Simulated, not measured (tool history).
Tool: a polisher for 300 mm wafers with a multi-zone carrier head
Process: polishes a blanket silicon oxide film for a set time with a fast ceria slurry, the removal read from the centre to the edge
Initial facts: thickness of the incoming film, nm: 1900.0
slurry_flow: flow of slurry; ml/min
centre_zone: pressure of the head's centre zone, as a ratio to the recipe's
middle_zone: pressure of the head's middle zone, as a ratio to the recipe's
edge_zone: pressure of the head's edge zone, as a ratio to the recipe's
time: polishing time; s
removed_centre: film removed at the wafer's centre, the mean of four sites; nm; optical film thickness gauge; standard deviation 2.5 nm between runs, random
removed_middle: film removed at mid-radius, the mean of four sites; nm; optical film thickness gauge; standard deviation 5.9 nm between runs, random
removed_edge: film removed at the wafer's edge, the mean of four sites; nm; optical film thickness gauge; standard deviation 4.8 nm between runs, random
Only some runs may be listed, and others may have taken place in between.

| run | hour | slurry_flow | centre_zone | middle_zone | edge_zone | time | removed_centre | removed_middle | removed_edge |
|---|---|---|---|---|---|---|---|---|---|
| 1 | 0.0 | 270 | 1.00 | 1.00 | 1.00 | 57 | 450.25 | 444.89 | 463.04 |
| 2 | 8.9 | 270 | 1.00 | 1.00 | 1.06 | 57 | 448.91 | 459.24 | 473.94 |
| 3 | 13.5 | 270 | 0.97 | 1.03 | 1.02 | 54 | 412.63 | 452.09 | 444.19 |
| 4 | 21.5 | 270 | 0.95 | 1.04 | 0.99 | 52 | 387.77 | 434.55 | 411.92 |
| 5 | 29.9 | 265 | 0.92 | 1.03 | 0.96 | 51 | 368.09 | 415.92 | 397.74 |
| 6 | 31.6 | 265 | 0.92 | 1.07 | 0.96 | 51 | 370.10 | 420.43 | 395.25 |

Expected results for the next run?
| 7 | 33.6 | 260 | 0.90 | 1.07 | 0.94 | 51 | ? | ? | ? |

removed_centre: 360.60 nm
removed_middle: 437.27 nm
removed_edge: 396.80 nm
